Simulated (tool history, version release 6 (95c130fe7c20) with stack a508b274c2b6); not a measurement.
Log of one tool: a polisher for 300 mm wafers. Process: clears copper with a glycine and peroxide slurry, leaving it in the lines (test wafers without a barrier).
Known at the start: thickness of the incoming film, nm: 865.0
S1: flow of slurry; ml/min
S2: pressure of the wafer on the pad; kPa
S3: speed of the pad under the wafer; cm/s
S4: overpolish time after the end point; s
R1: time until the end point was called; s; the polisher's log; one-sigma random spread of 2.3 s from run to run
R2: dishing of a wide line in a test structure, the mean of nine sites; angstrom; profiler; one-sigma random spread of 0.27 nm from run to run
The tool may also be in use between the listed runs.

run 1 hour=0 | S1=215 S2=21.4 S3=88 S4=22 | R1=202.04 R2=626.29
run 2 hour=6.4 | S1=215 S2=23.4 S3=88 S4=22 | R1=192.05 R2=639.01
run 3 hour=13.8 | S1=195 S2=23.4 S3=76 S4=18 | R1=210.42 R2=512.06
run 4 hour=18.7 | S1=235 S2=23.4 S3=76 S4=18 | R1=202.6 R2=523.34
run 5 hour=20.7 | S1=235 S2=23.4 S3=76 S4=14 | R1=201.99 R2=420.32
run 6 hour=29.4 | S1=210 S2=23.4 S3=76 S4=14 | R1=206.54 R2=426.96

Run 7 has not been measured yet. What should we expect?
run 7 hour=34.7 | S1=240 S2=20 S3=76 S4=12 | R1=? R2=?

R1: 227.96 s
R2: 334.03 angstrom

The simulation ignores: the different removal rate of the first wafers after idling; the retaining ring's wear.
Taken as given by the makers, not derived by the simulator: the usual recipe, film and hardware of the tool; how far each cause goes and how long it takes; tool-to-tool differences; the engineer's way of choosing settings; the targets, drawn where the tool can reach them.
